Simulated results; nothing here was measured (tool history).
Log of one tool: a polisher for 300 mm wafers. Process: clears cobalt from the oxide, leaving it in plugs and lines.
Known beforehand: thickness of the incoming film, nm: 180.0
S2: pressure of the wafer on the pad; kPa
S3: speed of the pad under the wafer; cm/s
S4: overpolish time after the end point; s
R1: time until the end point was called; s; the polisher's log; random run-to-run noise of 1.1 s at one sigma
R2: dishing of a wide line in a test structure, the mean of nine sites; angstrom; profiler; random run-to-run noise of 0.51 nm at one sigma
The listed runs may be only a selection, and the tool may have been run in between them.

Run 1, hour 0: flow of slurry (ml/min) 140, S2 15.9 kPa, S3 80 cm/s, S4 9 s. Result: R1 38.535 s, R2 271.32 angstrom.
Run 2, hour 1.1: flow of slurry (ml/min) 140, S2 13.8 kPa, S3 80 cm/s, S4 10 s. Result: R1 44.459 s, R2 257.51 angstrom.
Run 3, hour 5.7: flow of slurry (ml/min) 140, S2 12.4 kPa, S3 80 cm/s, S4 11 s. Result: R1 48.67 s, R2 245.86 angstrom.
Run 4, hour 8.3: flow of slurry (ml/min) 165, S2 12.4 kPa, S3 80 cm/s, S4 11 s. Result: R1 47.941 s, R2 257.47 angstrom.
Run 5, hour 9.9: flow of slurry (ml/min) 130, S2 12.4 kPa, S3 80 cm/s, S4 11 s. Result: R1 49.254 s, R2 245.79 angstrom.
Run 6, hour 18: flow of slurry (ml/min) 105, S2 12.4 kPa, S3 80 cm/s, S4 11 s. Result: R1 51.736 s, R2 251.52 angstrom.

The next listed run, before its measurement:
Run 7, hour 21.5: flow of slurry (ml/min) 105, S2 11.7 kPa, S3 80 cm/s, S4 12 s. Result: R1 ?, R2 ?.

{"run 7": {"R1": 56.599, "R2": 253.38}}

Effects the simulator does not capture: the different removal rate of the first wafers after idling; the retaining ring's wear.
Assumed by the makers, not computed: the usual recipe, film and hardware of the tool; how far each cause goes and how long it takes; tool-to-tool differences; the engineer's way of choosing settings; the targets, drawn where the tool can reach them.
